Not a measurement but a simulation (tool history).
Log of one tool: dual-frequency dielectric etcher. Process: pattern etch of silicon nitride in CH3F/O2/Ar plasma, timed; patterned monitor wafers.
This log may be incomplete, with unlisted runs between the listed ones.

run	hour	source power (W)	bias power (W)	etch time (s)	mean etch depth across the wafer (angstrom)
1	0	460	79	72.5	555.23
2	8.7	400	79	72.5	521.7
3	15.8	400	79	75.5	547.85
4	16.7	400	79	72.5	526.5
5	24.9	370	77	72.5	504.58
6	31.8	370	77	75.5	524.26
7	33.7	340	76	75.5	508.03
8	35.3	320	75	75.5	486.57
9	36.6	320	75	75.5	485.92
10	40.3	310	75	75.5	478.27
11	46.2	300	75	75.5	478.34

Estimate the outcome of run 12 from the log above:
12	52.1	270	72	75.5	?

{"run 12": {"mean etch depth across the wafer (angstrom)": 447.3}}
